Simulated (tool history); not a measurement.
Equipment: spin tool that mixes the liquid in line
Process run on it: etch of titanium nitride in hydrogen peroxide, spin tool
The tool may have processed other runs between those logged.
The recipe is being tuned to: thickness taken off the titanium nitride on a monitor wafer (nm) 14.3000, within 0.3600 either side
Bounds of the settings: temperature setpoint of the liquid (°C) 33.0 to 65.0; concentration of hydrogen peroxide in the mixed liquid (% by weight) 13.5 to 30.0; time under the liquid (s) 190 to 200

run  hour  temperature setpoint of the liquid (°C)  concentration of hydrogen peroxide in the mixed liquid (% by weight)  time under the liquid (s)  thickness taken off the titanium nitride on a monitor wafer (nm)
  1   0.0                                     49.0                                                                  25.5                        190                                                            7.0905
  2   2.1                                     46.0                                                                  25.5                        190                                                            5.8120
  3   8.0                                     50.0                                                                  25.5                        190                                                            7.6043
  4  15.6                                     45.0                                                                  25.5                        190                                                            5.2836
  5  16.8                                     47.5                                                                  25.5                        190                                                            6.3740
  6  18.7                                     47.5                                                                  28.5                        190                                                            6.4640
  7  27.2                                     51.0                                                                  28.5                        190                                                            8.4483
  8  36.1                                     53.0                                                                  28.5                        190                                                            9.7173
  9  44.1                                     54.5                                                                  28.5                        190                                                           10.8840
 10  46.8                                     55.5                                                                  28.5                        190                                                           11.6880
 11  50.9                                     56.5                                                                  28.5                        190                                                           12.4400
 12  59.4                                     57.0                                                                  28.5                        190                                                           12.8190
 13  60.4                                     57.5                                                                  28.5                        190                                                           13.1450
 14  65.1                                     58.0                                                                  28.5                        190                                                           13.5920

Below are 5 possible settings for the next run. Only one of them brings all results inside the allowed miss of their targets. Which is it?
  A  69.8                                     57.5                                                                  25.5                        190                                                                 ?
  B  69.8                                     56.5                                                                  29.5                        200                                                                 ?
  C  69.8                                     55.5                                                                  29.5                        200                                                                 ?
  D  69.8                                     57.5                                                                  30.0                        200                                                                 ?
  E  69.8                                     57.0                                                                  30.0                        190                                                                 ?

move  thickness taken off the titanium nitride on a monitor wafer (nm)
   A                                                           13.1670
   B                                                           13.3550
   C                                                           12.4570
   D                                                           14.3660
   E                                                           13.1840
A: lands further from the targets than the last run did
B: lands further from the targets than the last run did
C: lands further from the targets than the last run did
D: hits every target within its allowed miss
E: lands further from the targets than the last run did
So the answer is move D, the one that meets all the targets.

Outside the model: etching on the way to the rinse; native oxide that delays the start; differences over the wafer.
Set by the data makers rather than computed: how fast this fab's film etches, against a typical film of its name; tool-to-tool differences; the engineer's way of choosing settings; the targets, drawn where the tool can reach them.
